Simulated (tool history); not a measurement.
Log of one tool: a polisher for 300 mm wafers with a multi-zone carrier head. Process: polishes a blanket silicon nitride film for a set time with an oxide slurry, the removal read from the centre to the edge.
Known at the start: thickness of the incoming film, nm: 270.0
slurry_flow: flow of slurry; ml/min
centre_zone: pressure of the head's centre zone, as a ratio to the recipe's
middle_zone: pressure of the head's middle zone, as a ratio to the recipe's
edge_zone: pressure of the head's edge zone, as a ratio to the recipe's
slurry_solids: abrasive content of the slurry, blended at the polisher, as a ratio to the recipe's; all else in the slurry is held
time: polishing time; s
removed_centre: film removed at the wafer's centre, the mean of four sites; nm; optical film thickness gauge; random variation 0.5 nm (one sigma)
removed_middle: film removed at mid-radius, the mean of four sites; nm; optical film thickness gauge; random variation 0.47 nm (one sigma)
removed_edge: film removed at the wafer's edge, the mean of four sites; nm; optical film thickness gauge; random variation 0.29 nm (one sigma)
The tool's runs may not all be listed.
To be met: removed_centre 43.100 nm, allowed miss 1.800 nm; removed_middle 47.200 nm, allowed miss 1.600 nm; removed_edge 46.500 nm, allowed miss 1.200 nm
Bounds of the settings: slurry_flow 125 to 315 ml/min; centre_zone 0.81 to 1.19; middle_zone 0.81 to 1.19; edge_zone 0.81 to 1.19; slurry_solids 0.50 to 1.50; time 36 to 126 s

Run 1, day 0.000: slurry_flow 205 ml/min, centre_zone 1.00, middle_zone 1.00, edge_zone 1.00, slurry_solids 1.00, time 81 s. Result: removed_centre 49.754 nm, removed_middle 50.512 nm, removed_edge 52.088 nm.
Run 2, day 0.162: slurry_flow 205 ml/min, centre_zone 1.04, middle_zone 1.00, edge_zone 1.00, slurry_solids 1.00, time 81 s. Result: removed_centre 51.951 nm, removed_middle 51.221 nm, removed_edge 51.810 nm.
Run 3, day 0.317: slurry_flow 205 ml/min, centre_zone 1.04, middle_zone 0.94, edge_zone 1.00, slurry_solids 1.00, time 81 s. Result: removed_centre 52.736 nm, removed_middle 48.177 nm, removed_edge 51.680 nm.
Run 4, day 0.488: slurry_flow 200 ml/min, centre_zone 1.03, middle_zone 0.95, edge_zone 0.99, slurry_solids 1.00, time 81 s. Result: removed_centre 51.853 nm, removed_middle 48.358 nm, removed_edge 50.867 nm.
Run 5, day 0.704: slurry_flow 195 ml/min, centre_zone 1.02, middle_zone 0.95, edge_zone 0.98, slurry_solids 1.00, time 81 s. Result: removed_centre 50.686 nm, removed_middle 47.888 nm, removed_edge 50.853 nm.
Run 6, day 1.042: slurry_flow 190 ml/min, centre_zone 1.01, middle_zone 0.96, edge_zone 0.97, slurry_solids 1.00, time 81 s. Result: removed_centre 50.770 nm, removed_middle 48.149 nm, removed_edge 50.199 nm.
Run 7, day 1.300: slurry_flow 185 ml/min, centre_zone 1.00, middle_zone 0.97, edge_zone 0.96, slurry_solids 1.00, time 81 s. Result: removed_centre 48.911 nm, removed_middle 49.034 nm, removed_edge 49.837 nm.
Run 8, day 1.646: slurry_flow 180 ml/min, centre_zone 0.99, middle_zone 0.97, edge_zone 0.95, slurry_solids 1.00, time 81 s. Result: removed_centre 48.284 nm, removed_middle 48.490 nm, removed_edge 49.809 nm.
Run 9, day 2.012: slurry_flow 180 ml/min, centre_zone 0.99, middle_zone 0.97, edge_zone 0.95, slurry_solids 1.00, time 81 s. Result: removed_centre 49.281 nm, removed_middle 49.130 nm, removed_edge 49.407 nm.
Run 10, day 2.267: slurry_flow 180 ml/min, centre_zone 0.98, middle_zone 0.97, edge_zone 0.95, slurry_solids 1.00, time 81 s. Result: removed_centre 48.605 nm, removed_middle 48.939 nm, removed_edge 49.626 nm.
Run 11, day 2.388: slurry_flow 175 ml/min, centre_zone 0.97, middle_zone 0.97, edge_zone 0.94, slurry_solids 1.00, time 81 s. Result: removed_centre 47.533 nm, removed_middle 48.593 nm, removed_edge 49.213 nm.
Run 12, day 2.654: slurry_flow 170 ml/min, centre_zone 0.96, middle_zone 0.97, edge_zone 0.93, slurry_solids 1.00, time 81 s. Result: removed_centre 46.688 nm, removed_middle 48.640 nm, removed_edge 48.493 nm.
Run 13, day 3.012: slurry_flow 170 ml/min, centre_zone 0.95, middle_zone 0.97, edge_zone 0.93, slurry_solids 1.00, time 81 s. Result: removed_centre 46.934 nm, removed_middle 47.193 nm, removed_edge 48.803 nm.
Run 14, day 3.125: slurry_flow 145 ml/min, centre_zone 0.88, middle_zone 1.04, edge_zone 0.88, slurry_solids 0.95, time 81 s. Result: removed_centre 40.972 nm, removed_middle 48.482 nm, removed_edge 45.782 nm.

Which of these 4 next moves meets every target?
Run A, day 3.238: slurry_flow 200 ml/min, centre_zone 0.87, middle_zone 1.04, edge_zone 0.82, slurry_solids 0.95, time 77 s. Result: removed_centre ?, removed_middle ?, removed_edge ?.
Run B, day 3.238: slurry_flow 190 ml/min, centre_zone 0.88, middle_zone 0.94, edge_zone 0.83, slurry_solids 0.75, time 90 s. Result: removed_centre ?, removed_middle ?, removed_edge ?.
Run C, day 3.238: slurry_flow 155 ml/min, centre_zone 0.83, middle_zone 1.08, edge_zone 0.88, slurry_solids 0.85, time 84 s. Result: removed_centre ?, removed_middle ?, removed_edge ?.
Run D, day 3.238: slurry_flow 215 ml/min, centre_zone 0.81, middle_zone 1.10, edge_zone 0.88, slurry_solids 1.25, time 69 s. Result: removed_centre ?, removed_middle ?, removed_edge ?.

move  removed_centre  removed_middle  removed_edge
   A          40.991          49.000        43.732
   B          43.676          47.468        46.532
   C          39.031          50.770        45.739
   D          38.299          51.547        45.101
A: further off than the last run
B: meets every target
C: further off than the last run
D: further off than the last run
Move B is the one to make.
